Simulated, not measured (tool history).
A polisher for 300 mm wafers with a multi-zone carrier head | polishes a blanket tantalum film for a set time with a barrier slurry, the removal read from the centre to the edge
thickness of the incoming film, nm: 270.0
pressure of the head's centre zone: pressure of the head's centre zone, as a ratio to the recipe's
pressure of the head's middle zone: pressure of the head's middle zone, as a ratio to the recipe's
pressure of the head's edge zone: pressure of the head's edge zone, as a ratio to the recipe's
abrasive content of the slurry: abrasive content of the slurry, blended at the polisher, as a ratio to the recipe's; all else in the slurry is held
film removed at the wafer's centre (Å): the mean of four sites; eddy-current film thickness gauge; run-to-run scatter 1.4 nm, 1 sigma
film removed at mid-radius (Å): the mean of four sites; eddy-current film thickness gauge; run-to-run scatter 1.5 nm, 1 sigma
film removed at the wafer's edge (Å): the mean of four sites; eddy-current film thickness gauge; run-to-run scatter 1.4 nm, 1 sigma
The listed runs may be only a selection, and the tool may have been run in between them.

run	hour	flow of slurry (ml/min)	pressure of the head's centre zone	pressure of the head's middle zone	pressure of the head's edge zone	abrasive content of the slurry	polishing time (s)	film removed at the wafer's centre (Å)	film removed at mid-radius (Å)	film removed at the wafer's edge (Å)
1	0.0	240	1.00	1.00	1.00	1.00	64	865.18	851.08	864.04
2	3.2	215	1.00	1.00	1.00	1.00	64	844.00	832.55	850.64
3	11.4	215	1.00	1.00	1.00	0.85	64	780.43	799.03	816.95
4	17.8	215	1.00	1.06	1.00	0.85	64	788.41	833.25	817.25
5	19.6	215	0.99	1.06	1.02	0.90	65	800.24	876.29	862.27
6	27.1	220	1.00	1.06	1.04	0.95	65	846.18	861.77	877.23
7	35.3	220	0.99	1.07	1.05	1.00	66	863.55	901.27	921.75
8	41.0	225	0.99	1.08	1.06	1.05	66	873.93	968.91	919.50
9	48.7	225	0.99	1.07	1.08	1.10	67	889.36	977.62	989.43

Run 10 comes next. What will it give?
# hour 54.1: edge zone pressure recalibrated
10	54.1	230	1.00	1.07	1.09	1.10	67	?	?	?

{"run 10": {"film removed at the wafer's centre (Å)": 914.8, "film removed at mid-radius (Å)": 973.01, "film removed at the wafer's edge (Å)": 954.67}}
